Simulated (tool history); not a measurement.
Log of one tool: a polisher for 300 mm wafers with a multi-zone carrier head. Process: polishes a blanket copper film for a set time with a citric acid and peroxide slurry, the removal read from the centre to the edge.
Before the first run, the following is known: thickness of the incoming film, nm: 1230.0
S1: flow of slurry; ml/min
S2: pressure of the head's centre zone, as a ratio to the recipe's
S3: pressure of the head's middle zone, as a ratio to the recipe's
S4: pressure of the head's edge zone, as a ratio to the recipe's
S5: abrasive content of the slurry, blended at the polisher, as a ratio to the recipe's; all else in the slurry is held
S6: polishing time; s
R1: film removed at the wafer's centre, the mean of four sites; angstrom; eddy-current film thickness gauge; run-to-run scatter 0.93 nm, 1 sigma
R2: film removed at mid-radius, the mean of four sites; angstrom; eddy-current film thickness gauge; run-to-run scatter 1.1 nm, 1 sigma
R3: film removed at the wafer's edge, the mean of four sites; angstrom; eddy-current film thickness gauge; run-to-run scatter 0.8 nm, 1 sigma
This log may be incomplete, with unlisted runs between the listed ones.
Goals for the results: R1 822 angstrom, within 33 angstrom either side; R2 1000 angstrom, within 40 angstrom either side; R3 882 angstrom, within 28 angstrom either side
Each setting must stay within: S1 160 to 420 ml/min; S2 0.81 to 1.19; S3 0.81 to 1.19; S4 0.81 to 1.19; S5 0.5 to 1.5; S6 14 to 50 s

run	hour	S1	S2	S3	S4	S5	S6	R1	R2	R3
1	0	270	1	1	1	1	32	846.19	806.49	779.43
2	8.6	275	0.97	1.05	1.03	1.05	32	820.41	850.47	793.81
3	13.3	280	0.96	1.08	1.06	1.1	32	839.55	866.35	826.66
4	21.6	280	0.96	1.08	1.06	1.25	32	851.62	895.23	846.64
5	28.3	285	0.94	1.11	1.06	1.3	32	830.31	925.8	863.09
6	34.8	285	0.94	1.11	1.06	1.3	27	710.55	784.49	710.67
7	39.6	290	0.93	1.13	1.07	1.35	28	744.08	827.27	769.89
8	47.7	295	0.92	1.15	1.06	1.4	29	774.76	891.31	795.41
9	49.3	305	0.91	1.16	1.07	1.45	29	754.84	900.09	800.58
10	54.8	305	0.91	1.17	1.08	1.45	30	809.81	951.49	838.62
11	62.7	310	0.9	1.18	1.09	1.45	30	803.27	947.52	844.24
12	64.6	315	0.89	1.18	1.09	1.45	30	763.73	950.37	836.58
# hour 73.3: centre zone pressure recalibrated
13	73.3	315	0.9	1.18	1.09	1.45	30	726.65	936.96	826.7
14	74.9	305	0.9	1.18	1.09	1.45	30	718.47	925.64	828.56
15	80.8	320	0.9	1.18	1.09	1.45	30	738.25	953.64	837.19
16	89.3	320	0.91	1.18	1.09	1.45	30	730.93	966.26	838.92

4 next moves are on the table. One of them brings every result within its allowed miss. Which?
A	97.8	305	0.98	1.19	0.85	1.5	33	?	?	?
B	97.8	335	0.91	1.13	1	1.5	33	?	?	?
C	97.8	270	0.95	1.19	1.04	1.5	31	?	?	?
D	97.8	245	0.92	1.19	0.91	1.5	32	?	?	?

move	R1	R2	R3
A	853.61	1049.2	816.31
B	799.29	1012.1	886.8
C	766.71	973.5	835.08
D	757.13	994.43	802.27
A: brings the last run's worst result on target, with another outside its allowed miss
B: in spec on every target
C: nearer than the last run, and not there yet
D: just as far off the targets as the last run
Answer: B

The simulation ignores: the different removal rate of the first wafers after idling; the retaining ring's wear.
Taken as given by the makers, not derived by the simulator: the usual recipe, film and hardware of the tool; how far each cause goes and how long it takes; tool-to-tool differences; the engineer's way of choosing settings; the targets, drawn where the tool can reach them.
